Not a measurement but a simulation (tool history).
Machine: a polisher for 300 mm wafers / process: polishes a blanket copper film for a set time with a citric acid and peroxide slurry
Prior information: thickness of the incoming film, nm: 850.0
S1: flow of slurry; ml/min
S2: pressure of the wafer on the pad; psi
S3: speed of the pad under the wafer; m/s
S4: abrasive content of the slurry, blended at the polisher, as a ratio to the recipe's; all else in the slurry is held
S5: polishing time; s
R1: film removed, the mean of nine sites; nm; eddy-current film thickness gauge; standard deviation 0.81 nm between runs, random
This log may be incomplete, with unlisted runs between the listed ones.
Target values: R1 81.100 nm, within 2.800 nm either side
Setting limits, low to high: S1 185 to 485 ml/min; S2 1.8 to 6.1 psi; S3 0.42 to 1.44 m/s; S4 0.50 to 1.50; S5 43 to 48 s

{"run": 1, "hour": 0.0, "S1": 310, "S2": 3.9, "S3": 0.92, "S4": 1.0, "S5": 48, "R1": 109.15}
{"run": 2, "hour": 5.3, "S1": 310, "S2": 4.6, "S3": 0.92, "S4": 1.0, "S5": 48, "R1": 125.15}
{"run": 3, "hour": 6.7, "S1": 310, "S2": 4.2, "S3": 0.92, "S4": 1.0, "S5": 48, "R1": 117.63}
{"run": 4, "hour": 14.2, "S1": 310, "S2": 4.2, "S3": 1.04, "S4": 1.0, "S5": 48, "R1": 129.48}
{"run": 5, "hour": 20.5, "S1": 310, "S2": 4.2, "S3": 1.04, "S4": 0.9, "S5": 48, "R1": 127.74}
{"run": 6, "hour": 24.3, "S1": 310, "S2": 3.8, "S3": 1.04, "S4": 0.9, "S5": 48, "R1": 117.31}
{"run": 7, "hour": 31.8, "S1": 310, "S2": 3.5, "S3": 1.04, "S4": 0.9, "S5": 48, "R1": 107.6}
{"run": 8, "hour": 39.5, "S1": 310, "S2": 3.3, "S3": 1.04, "S4": 0.9, "S5": 48, "R1": 103.46}
{"run": 9, "hour": 47.2, "S1": 310, "S2": 3.1, "S3": 1.04, "S4": 0.9, "S5": 48, "R1": 99.45}
{"run": 10, "hour": 50.7, "S1": 310, "S2": 2.1, "S3": 1.02, "S4": 0.9, "S5": 48, "R1": 68.756}
{"run": 11, "hour": 51.5, "S1": 310, "S2": 2.2, "S3": 1.02, "S4": 0.9, "S5": 48, "R1": 72.989}
{"run": 12, "hour": 55.4, "S1": 310, "S2": 2.3, "S3": 1.02, "S4": 0.9, "S5": 48, "R1": 75.339}
{"run": 13, "hour": 63.0, "S1": 310, "S2": 2.4, "S3": 1.02, "S4": 0.9, "S5": 48, "R1": 78.21}

4 candidate next runs follow, results not yet known. Just one meets every target within its allowed miss. Identify it.
{"run": "A", "hour": 70.6, "S1": 310, "S2": 2.4, "S3": 1.02, "S4": 1.0, "S5": 45, "R1": "?"}
{"run": "B", "hour": 70.6, "S1": 350, "S2": 2.4, "S3": 0.98, "S4": 1.15, "S5": 43, "R1": "?"}
{"run": "C", "hour": 70.6, "S1": 315, "S2": 2.7, "S3": 0.92, "S4": 1.15, "S5": 43, "R1": "?"}
{"run": "D", "hour": 70.6, "S1": 335, "S2": 2.5, "S3": 1.12, "S4": 0.85, "S5": 44, "R1": "?"}

move=A R1=76.095
move=B R1=73.147
move=C R1=75.261
move=D R1=81.168
A: further off than the last run
B: further off than the last run
C: further off than the last run
D: meets every target
Answer: D
